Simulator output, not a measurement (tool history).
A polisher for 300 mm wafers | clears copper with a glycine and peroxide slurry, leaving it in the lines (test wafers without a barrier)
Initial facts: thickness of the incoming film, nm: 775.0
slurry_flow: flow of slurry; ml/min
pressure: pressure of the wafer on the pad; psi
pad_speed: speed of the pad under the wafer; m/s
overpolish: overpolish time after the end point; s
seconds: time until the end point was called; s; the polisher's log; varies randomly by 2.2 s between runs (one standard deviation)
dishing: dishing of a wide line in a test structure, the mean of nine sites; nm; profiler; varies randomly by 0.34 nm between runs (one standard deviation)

run 1 hour=0 | slurry_flow=170 pressure=3.2 pad_speed=1.04 overpolish=12 | seconds=136.62 dishing=55.838
run 2 hour=7.3 | slurry_flow=165 pressure=3 pad_speed=1.08 overpolish=11 | seconds=141.93 dishing=50.38
run 3 hour=14.2 | slurry_flow=165 pressure=3.7 pad_speed=1.08 overpolish=11 | seconds=118.24 dishing=60.903
run 4 hour=16.3 | slurry_flow=130 pressure=3.7 pad_speed=1.08 overpolish=11 | seconds=121.09 dishing=58.764
run 5 hour=17.4 | slurry_flow=130 pressure=3.7 pad_speed=1.08 overpolish=8 | seconds=122.08 dishing=44.545
run 6 hour=24.3 | slurry_flow=130 pressure=3.7 pad_speed=1.08 overpolish=13 | seconds=122.45 dishing=68.156
run 7 hour=30.4 | slurry_flow=125 pressure=3.5 pad_speed=1.14 overpolish=12 | seconds=119.82 dishing=62.435

For run 8, what comes out?
run 8 hour=36.6 | slurry_flow=120 pressure=3.2 pad_speed=1.22 overpolish=11 | seconds=? dishing=?

Run 8 produced seconds 125.43 s, dishing 55.846 nm.
